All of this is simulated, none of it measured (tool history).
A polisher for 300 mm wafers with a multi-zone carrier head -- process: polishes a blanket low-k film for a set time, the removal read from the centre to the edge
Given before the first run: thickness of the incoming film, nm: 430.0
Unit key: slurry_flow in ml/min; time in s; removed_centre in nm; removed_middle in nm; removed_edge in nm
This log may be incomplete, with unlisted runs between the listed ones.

Run 1, hour 0.0: slurry_flow 270 ml/min, centre_zone 1.00, middle_zone 1.00, edge_zone 1.00, slurry_solids 1.00, time 61 s. Result: removed_centre 29.619 nm, removed_middle 29.581 nm, removed_edge 28.872 nm.
Run 2, hour 6.1: slurry_flow 280 ml/min, centre_zone 1.00, middle_zone 1.04, edge_zone 1.03, slurry_solids 1.05, time 61 s. Result: removed_centre 30.064 nm, removed_middle 30.571 nm, removed_edge 29.708 nm.
Run 3, hour 6.9: slurry_flow 280 ml/min, centre_zone 0.98, middle_zone 1.07, edge_zone 1.03, slurry_solids 1.15, time 61 s. Result: removed_centre 30.305 nm, removed_middle 33.098 nm, removed_edge 29.893 nm.
Run 4, hour 11.4: slurry_flow 280 ml/min, centre_zone 0.98, middle_zone 1.07, edge_zone 1.03, slurry_solids 1.00, time 61 s. Result: removed_centre 28.944 nm, removed_middle 31.108 nm, removed_edge 29.863 nm.
Run 5, hour 19.6: slurry_flow 280 ml/min, centre_zone 0.98, middle_zone 1.07, edge_zone 1.03, slurry_solids 1.00, time 51 s. Result: removed_centre 24.326 nm, removed_middle 26.150 nm, removed_edge 24.546 nm.
Run 6, hour 26.5: slurry_flow 280 ml/min, centre_zone 0.98, middle_zone 1.07, edge_zone 1.03, slurry_solids 1.00, time 41 s. Result: removed_centre 19.541 nm, removed_middle 20.998 nm, removed_edge 18.991 nm.
Run 7, hour 31.8: slurry_flow 280 ml/min, centre_zone 0.97, middle_zone 1.09, edge_zone 1.06, slurry_solids 1.10, time 46 s. Result: removed_centre 22.350 nm, removed_middle 24.966 nm, removed_edge 22.426 nm.
Run 8, hour 38.5: slurry_flow 275 ml/min, centre_zone 0.97, middle_zone 1.10, edge_zone 1.09, slurry_solids 1.20, time 50 s. Result: removed_centre 24.927 nm, removed_middle 28.178 nm, removed_edge 26.229 nm.
Run 9, hour 43.7: slurry_flow 275 ml/min, centre_zone 0.98, middle_zone 1.12, edge_zone 1.10, slurry_solids 1.25, time 52 s. Result: removed_centre 26.530 nm, removed_middle 29.798 nm, removed_edge 27.560 nm.
Run 10, hour 49.9: slurry_flow 285 ml/min, centre_zone 0.98, middle_zone 1.14, edge_zone 1.11, slurry_solids 1.30, time 54 s. Result: removed_centre 28.073 nm, removed_middle 32.083 nm, removed_edge 28.691 nm.
Run 11, hour 54.9: slurry_flow 280 ml/min, centre_zone 0.98, middle_zone 1.15, edge_zone 1.12, slurry_solids 1.35, time 56 s. Result: removed_centre 29.199 nm, removed_middle 33.223 nm, removed_edge 30.808 nm.

For run 12, what comes out?
Run 12, hour 60.5: slurry_flow 290 ml/min, centre_zone 0.97, middle_zone 1.16, edge_zone 1.12, slurry_solids 1.40, time 57 s. Result: removed_centre ?, removed_middle ?, removed_edge ?.

removed_centre: 30.555 nm
removed_middle: 35.171 nm
removed_edge: 31.092 nm
